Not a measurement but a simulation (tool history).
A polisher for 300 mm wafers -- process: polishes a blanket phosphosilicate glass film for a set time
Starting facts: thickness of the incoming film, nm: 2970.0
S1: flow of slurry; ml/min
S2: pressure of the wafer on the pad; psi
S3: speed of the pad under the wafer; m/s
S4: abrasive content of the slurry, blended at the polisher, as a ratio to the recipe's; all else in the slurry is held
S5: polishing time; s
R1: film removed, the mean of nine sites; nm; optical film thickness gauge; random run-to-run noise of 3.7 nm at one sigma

run,hour,S1,S2,S3,S4,S5,R1
1,0.0,185,2.7,0.98,1.0,95,720.63
2,4.5,185,2.7,0.98,1.0,95,717.43
3,13.5,175,2.5,0.98,1.0,95,657.21
4,18.6,175,2.5,1.08,1.0,95,697.72
5,27.2,175,2.5,0.84,1.0,95,595.23
6,36.0,165,2.5,0.84,1.0,95,585.40

The next listed run, before its measurement:
7,44.8,155,2.5,0.84,1.0,95,?

{"run 7": {"R1": 584.86}}
